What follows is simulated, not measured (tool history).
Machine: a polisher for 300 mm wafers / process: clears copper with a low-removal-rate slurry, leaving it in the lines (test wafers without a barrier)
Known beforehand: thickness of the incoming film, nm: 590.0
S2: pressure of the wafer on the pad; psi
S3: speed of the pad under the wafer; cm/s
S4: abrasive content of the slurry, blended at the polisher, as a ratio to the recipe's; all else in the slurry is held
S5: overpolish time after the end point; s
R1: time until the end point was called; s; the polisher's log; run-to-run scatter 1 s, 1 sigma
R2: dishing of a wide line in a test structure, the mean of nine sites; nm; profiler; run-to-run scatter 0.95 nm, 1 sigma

Run 1, hour 0: flow of slurry (ml/min) 280, S2 3.9 psi, S3 94 cm/s, S4 1, S5 28 s. Result: R1 212.24 s, R2 47.166 nm.
Run 2, hour 5: flow of slurry (ml/min) 280, S2 4.4 psi, S3 96 cm/s, S4 1, S5 28 s. Result: R1 183.22 s, R2 53.11 nm.
Run 3, hour 9.3: flow of slurry (ml/min) 280, S2 4.8 psi, S3 98 cm/s, S4 1, S5 28 s. Result: R1 166.54 s, R2 57.547 nm.
Run 4, hour 17.8: flow of slurry (ml/min) 255, S2 4.8 psi, S3 98 cm/s, S4 1, S5 28 s. Result: R1 167.27 s, R2 58.58 nm.
Run 5, hour 19.1: flow of slurry (ml/min) 190, S2 4.8 psi, S3 98 cm/s, S4 1, S5 28 s. Result: R1 170.68 s, R2 56.746 nm.
Run 6, hour 22.5: flow of slurry (ml/min) 195, S2 5.1 psi, S3 102 cm/s, S4 1, S5 28 s. Result: R1 155.87 s, R2 59.847 nm.
Run 7, hour 30.6: flow of slurry (ml/min) 210, S2 5.3 psi, S3 106 cm/s, S4 1, S5 28 s. Result: R1 144.21 s, R2 63.838 nm.
Run 8, hour 34.3: flow of slurry (ml/min) 215, S2 5.5 psi, S3 110 cm/s, S4 1, S5 28 s. Result: R1 135.13 s, R2 67.087 nm.
Run 9, hour 40.6: flow of slurry (ml/min) 215, S2 5.6 psi, S3 114 cm/s, S4 1, S5 28 s. Result: R1 128.08 s, R2 68.701 nm.

Run 10 has not been measured yet. What should we expect?
Run 10, hour 44.5: flow of slurry (ml/min) 215, S2 5.7 psi, S3 116 cm/s, S4 1, S5 29 s. Result: R1 ?, R2 ?.

Run 10 produced R1 125.31 s, R2 71.785 nm.
